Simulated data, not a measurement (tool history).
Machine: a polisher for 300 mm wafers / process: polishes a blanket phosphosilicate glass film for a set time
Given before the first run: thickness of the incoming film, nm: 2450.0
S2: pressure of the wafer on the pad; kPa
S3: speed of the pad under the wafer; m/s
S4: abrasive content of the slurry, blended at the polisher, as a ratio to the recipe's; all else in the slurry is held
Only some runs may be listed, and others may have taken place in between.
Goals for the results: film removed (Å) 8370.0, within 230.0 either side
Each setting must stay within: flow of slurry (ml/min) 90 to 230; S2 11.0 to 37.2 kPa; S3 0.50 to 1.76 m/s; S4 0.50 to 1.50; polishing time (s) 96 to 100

{"run": 1, "hour": 0.0, "flow of slurry (ml/min)": 150, "S2": 24.1, "S3": 1.12, "S4": 1.0, "polishing time (s)": 96, "film removed (Å)": 9426.1}
{"run": 2, "hour": 6.3, "flow of slurry (ml/min)": 115, "S2": 24.1, "S3": 1.12, "S4": 1.0, "polishing time (s)": 96, "film removed (Å)": 9003.3}
{"run": 3, "hour": 12.9, "flow of slurry (ml/min)": 115, "S2": 24.1, "S3": 1.12, "S4": 1.1, "polishing time (s)": 96, "film removed (Å)": 9217.1}
{"run": 4, "hour": 15.3, "flow of slurry (ml/min)": 115, "S2": 24.1, "S3": 1.32, "S4": 1.1, "polishing time (s)": 96, "film removed (Å)": 10811.0}
{"run": 5, "hour": 19.2, "flow of slurry (ml/min)": 110, "S2": 22.8, "S3": 1.32, "S4": 1.1, "polishing time (s)": 96, "film removed (Å)": 10050.0}
{"run": 6, "hour": 25.5, "flow of slurry (ml/min)": 110, "S2": 22.8, "S3": 1.32, "S4": 0.9, "polishing time (s)": 96, "film removed (Å)": 9520.0}
{"run": 7, "hour": 29.9, "flow of slurry (ml/min)": 105, "S2": 22.1, "S3": 1.32, "S4": 0.9, "polishing time (s)": 96, "film removed (Å)": 9107.8}
{"run": 8, "hour": 37.4, "flow of slurry (ml/min)": 105, "S2": 21.4, "S3": 1.32, "S4": 0.9, "polishing time (s)": 96, "film removed (Å)": 8849.1}
{"run": 9, "hour": 45.1, "flow of slurry (ml/min)": 100, "S2": 20.7, "S3": 1.32, "S4": 0.9, "polishing time (s)": 96, "film removed (Å)": 8633.7}

Pick the move, out of 5, that brings all results within their allowed miss; only one does.
{"run": "A", "hour": 52.8, "flow of slurry (ml/min)": 90, "S2": 19.3, "S3": 1.36, "S4": 0.9, "polishing time (s)": 97, "film removed (Å)": "?"}
{"run": "B", "hour": 52.8, "flow of slurry (ml/min)": 90, "S2": 21.4, "S3": 1.44, "S4": 0.75, "polishing time (s)": 99, "film removed (Å)": "?"}
{"run": "C", "hour": 52.8, "flow of slurry (ml/min)": 90, "S2": 21.4, "S3": 1.32, "S4": 0.95, "polishing time (s)": 96, "film removed (Å)": "?"}
{"run": "D", "hour": 52.8, "flow of slurry (ml/min)": 125, "S2": 21.4, "S3": 1.28, "S4": 0.9, "polishing time (s)": 96, "film removed (Å)": "?"}
{"run": "E", "hour": 52.8, "flow of slurry (ml/min)": 115, "S2": 26.2, "S3": 1.02, "S4": 0.9, "polishing time (s)": 98, "film removed (Å)": "?"}

move=A film_removed_(Å)=8294.7
move=B film_removed_(Å)=9208.1
move=C film_removed_(Å)=8890.2
move=D film_removed_(Å)=8849.6
move=E film_removed_(Å)=8942.0
A: in spec on every target
B: its largest miss is bigger than the last run's
C: its largest miss is bigger than the last run's
D: its largest miss is bigger than the last run's
E: its largest miss is bigger than the last run's
So the answer is move A, the one that meets all the targets.
